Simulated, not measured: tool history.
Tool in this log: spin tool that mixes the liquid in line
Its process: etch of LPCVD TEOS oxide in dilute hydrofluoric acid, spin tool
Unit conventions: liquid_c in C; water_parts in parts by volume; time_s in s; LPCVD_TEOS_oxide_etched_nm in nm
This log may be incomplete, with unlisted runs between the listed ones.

Run 1, hour 0.0: liquid_c 25.0 C, water_parts 155 parts by volume, time_s 280 s. Result: LPCVD_TEOS_oxide_etched_nm 44.092 nm.
Run 2, hour 0.9: liquid_c 22.5 C, water_parts 160 parts by volume, time_s 280 s. Result: LPCVD_TEOS_oxide_etched_nm 38.820 nm.
Run 3, hour 2.8: liquid_c 22.5 C, water_parts 160 parts by volume, time_s 300 s. Result: LPCVD_TEOS_oxide_etched_nm 41.703 nm.
Run 4, hour 9.8: liquid_c 22.5 C, water_parts 105 parts by volume, time_s 300 s. Result: LPCVD_TEOS_oxide_etched_nm 67.420 nm.
Run 5, hour 16.5: liquid_c 20.5 C, water_parts 130 parts by volume, time_s 300 s. Result: LPCVD_TEOS_oxide_etched_nm 48.410 nm.
Run 6, hour 24.6: liquid_c 20.5 C, water_parts 175 parts by volume, time_s 300 s. Result: LPCVD_TEOS_oxide_etched_nm 34.426 nm.

Expected results for the next run?
Run 7, hour 31.0: liquid_c 20.5 C, water_parts 175 parts by volume, time_s 300 s. Result: LPCVD_TEOS_oxide_etched_nm ?.

LPCVD_TEOS_oxide_etched_nm: 34.538 nm

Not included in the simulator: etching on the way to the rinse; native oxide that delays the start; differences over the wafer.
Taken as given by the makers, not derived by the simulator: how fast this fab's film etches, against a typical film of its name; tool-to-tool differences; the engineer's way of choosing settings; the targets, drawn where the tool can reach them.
